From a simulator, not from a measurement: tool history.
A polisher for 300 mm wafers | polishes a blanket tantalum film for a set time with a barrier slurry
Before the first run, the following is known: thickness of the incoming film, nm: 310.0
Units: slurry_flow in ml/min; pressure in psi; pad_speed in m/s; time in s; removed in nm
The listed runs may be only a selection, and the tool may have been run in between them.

| run | hour | slurry_flow | pressure | pad_speed | slurry_solids | time | removed |
|---|---|---|---|---|---|---|---|
| 1 | 0 | 235 | 1.2 | 1.28 | 1 | 62 | 86.686 |
| 2 | 7.7 | 235 | 1.2 | 1.28 | 1 | 62 | 87.974 |
| 3 | 14.1 | 235 | 1.2 | 1.28 | 1 | 65 | 92.39 |
| 4 | 19.6 | 235 | 1.1 | 1.28 | 1 | 65 | 85.258 |
| 5 | 23.1 | 235 | 1.1 | 1.28 | 1 | 65 | 83.984 |
| 6 | 27.3 | 235 | 1 | 1.28 | 1 | 65 | 77.2 |
| 7 | 30.7 | 230 | 0.9 | 1.28 | 1 | 65 | 67.826 |
| 8 | 38.2 | 225 | 0.9 | 1.28 | 1 | 65 | 68.851 |
| 9 | 39.1 | 220 | 0.9 | 1.28 | 1 | 65 | 69.072 |
| 10 | 40.6 | 220 | 0.8 | 1.28 | 1 | 65 | 60.679 |

What will run 11 give?
| 11 | 48.3 | 225 | 0.8 | 1.28 | 1 | 65 | ? |

Run 11 came out at removed 60.263 nm.
